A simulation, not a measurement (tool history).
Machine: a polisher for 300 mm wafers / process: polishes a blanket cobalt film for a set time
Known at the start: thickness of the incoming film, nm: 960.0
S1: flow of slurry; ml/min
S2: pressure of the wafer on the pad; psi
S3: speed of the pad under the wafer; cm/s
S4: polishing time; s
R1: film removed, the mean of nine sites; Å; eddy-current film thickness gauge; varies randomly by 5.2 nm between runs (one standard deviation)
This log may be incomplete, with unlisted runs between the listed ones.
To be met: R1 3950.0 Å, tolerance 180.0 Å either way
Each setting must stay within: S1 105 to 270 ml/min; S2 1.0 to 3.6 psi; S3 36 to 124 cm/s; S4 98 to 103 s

{"run": 1, "day": 0.0, "S1": 175, "S2": 2.3, "S3": 80, "S4": 98, "R1": 5047.2}
{"run": 2, "day": 0.25, "S1": 175, "S2": 2.2, "S3": 80, "S4": 98, "R1": 4832.0}
{"run": 3, "day": 0.367, "S1": 175, "S2": 2.1, "S3": 80, "S4": 98, "R1": 4712.1}
{"run": 4, "day": 0.525, "S1": 175, "S2": 2.0, "S3": 80, "S4": 98, "R1": 4423.6}
{"run": 5, "day": 0.583, "S1": 175, "S2": 2.0, "S3": 80, "S4": 103, "R1": 4744.5}
{"run": 6, "day": 0.783, "S1": 175, "S2": 1.9, "S3": 80, "S4": 103, "R1": 4353.7}
{"run": 7, "day": 1.004, "S1": 175, "S2": 1.9, "S3": 80, "S4": 103, "R1": 4472.7}
{"run": 8, "day": 1.312, "S1": 175, "S2": 1.9, "S3": 80, "S4": 103, "R1": 4485.1}

Next run, 4 choices. One meets every target within its allowed miss, the rest don't. Which?
{"run": "A", "day": 1.621, "S1": 180, "S2": 1.9, "S3": 84, "S4": 100, "R1": "?"}
{"run": "B", "day": 1.621, "S1": 160, "S2": 1.8, "S3": 78, "S4": 100, "R1": "?"}
{"run": "C", "day": 1.621, "S1": 245, "S2": 1.6, "S3": 96, "S4": 103, "R1": "?"}
{"run": "D", "day": 1.621, "S1": 160, "S2": 1.8, "S3": 88, "S4": 103, "R1": "?"}

move=A R1=4529.8
move=B R1=3959.2
move=C R1=4623.7
move=D R1=4514.9
A: further off than the last run
B: each result inside its tolerance
C: further off than the last run
D: further off than the last run
The move that meets every target is B.
